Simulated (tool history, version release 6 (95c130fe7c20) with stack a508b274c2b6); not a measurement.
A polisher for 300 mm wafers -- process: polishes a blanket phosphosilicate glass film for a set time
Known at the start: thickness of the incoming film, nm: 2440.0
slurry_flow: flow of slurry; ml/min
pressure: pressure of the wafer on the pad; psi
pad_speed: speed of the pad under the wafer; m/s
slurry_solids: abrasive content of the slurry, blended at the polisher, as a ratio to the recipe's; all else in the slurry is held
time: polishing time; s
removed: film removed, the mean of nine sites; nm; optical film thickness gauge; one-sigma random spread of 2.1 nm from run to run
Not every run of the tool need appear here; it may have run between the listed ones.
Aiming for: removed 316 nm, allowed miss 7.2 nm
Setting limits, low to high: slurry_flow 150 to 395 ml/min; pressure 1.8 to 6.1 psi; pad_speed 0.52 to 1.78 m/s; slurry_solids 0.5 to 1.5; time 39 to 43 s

| run | hour | slurry_flow | pressure | pad_speed | slurry_solids | time | removed |
|---|---|---|---|---|---|---|---|
| 1 | 0 | 250 | 3.9 | 1.14 | 1 | 43 | 430.99 |
| 2 | 3.9 | 245 | 3.6 | 1.14 | 1 | 43 | 397.39 |
| 3 | 11.5 | 240 | 3.4 | 1.14 | 1 | 43 | 379.54 |
| 4 | 14.3 | 240 | 3 | 1.14 | 1 | 43 | 337.73 |
| 5 | 18.5 | 240 | 3 | 0.94 | 1 | 43 | 287.22 |
| 6 | 19.5 | 300 | 3 | 0.94 | 1 | 43 | 293.11 |
| 7 | 20.4 | 300 | 3.1 | 0.94 | 1 | 43 | 304.85 |
| 8 | 27.3 | 305 | 3.1 | 0.94 | 1 | 43 | 302.15 |

Exercise: of the 5 proposed moves below, exactly one satisfies all targets within the stated allowed misses. Which move is it?
| A | 34.2 | 325 | 3.1 | 0.9 | 1.05 | 43 | ? |
| B | 34.2 | 320 | 3.2 | 0.98 | 1.05 | 43 | ? |
| C | 34.2 | 285 | 3 | 1.02 | 1 | 39 | ? |
| D | 34.2 | 310 | 3.3 | 1.16 | 0.85 | 39 | ? |
| E | 34.2 | 360 | 3.2 | 0.84 | 1.05 | 41 | ? |

| move | removed |
|---|---|
| A | 301.3 |
| B | 331.71 |
| C | 283.16 |
| D | 317.91 |
| E | 282.17 |
A: moves away from the targets compared with the last run
B: the result that was furthest off in the last run now lies on the other side of its target
C: moves away from the targets compared with the last run
D: meets every target
E: moves away from the targets compared with the last run
Answer: D
